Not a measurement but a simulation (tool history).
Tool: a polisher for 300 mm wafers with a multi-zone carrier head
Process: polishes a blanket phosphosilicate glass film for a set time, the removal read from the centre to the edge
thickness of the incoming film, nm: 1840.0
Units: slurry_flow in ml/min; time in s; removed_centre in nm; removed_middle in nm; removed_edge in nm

| run | day | slurry_flow | centre_zone | middle_zone | edge_zone | slurry_solids | time | removed_centre | removed_middle | removed_edge |
|---|---|---|---|---|---|---|---|---|---|---|
| 1 | 0 | 280 | 1 | 1 | 1 | 1 | 42 | 381.7 | 383.41 | 402.7 |
| 2 | 0.325 | 275 | 0.97 | 0.97 | 0.97 | 0.85 | 41 | 338.45 | 335.97 | 361.24 |
| 3 | 0.517 | 270 | 0.94 | 0.95 | 0.94 | 0.75 | 40 | 304.12 | 312.64 | 326.9 |
| 4 | 0.804 | 270 | 0.94 | 0.88 | 0.94 | 0.75 | 40 | 300.89 | 287.92 | 326.95 |
| 5 | 0.988 | 265 | 0.91 | 0.87 | 0.91 | 0.7 | 40 | 285.18 | 279.96 | 311.92 |
| 6 | 1.221 | 240 | 0.91 | 0.87 | 0.91 | 0.7 | 40 | 277.03 | 276.89 | 309.26 |
| 7 | 1.588 | 230 | 0.9 | 0.86 | 0.89 | 0.7 | 40 | 281.52 | 274.34 | 297.11 |
| 8 | 1.612 | 225 | 0.88 | 0.85 | 0.89 | 0.7 | 40 | 261.59 | 264.81 | 309.74 |
| 9 | 1.967 | 220 | 0.88 | 0.85 | 0.87 | 0.7 | 40 | 264.5 | 273.26 | 298.49 |
| 10 | 2.154 | 215 | 0.87 | 0.84 | 0.86 | 0.7 | 40 | 264.15 | 262.59 | 297.44 |
| 11 | 2.275 | 210 | 0.86 | 0.84 | 0.85 | 0.7 | 40 | 252.41 | 256.84 | 297.15 |

Forecast run 12:
| 12 | 2.467 | 205 | 0.86 | 0.85 | 0.84 | 0.7 | 40 | ? | ? | ? |

Run 12 gave removed_centre 259.56 nm, removed_middle 259.97 nm, removed_edge 286.14 nm.
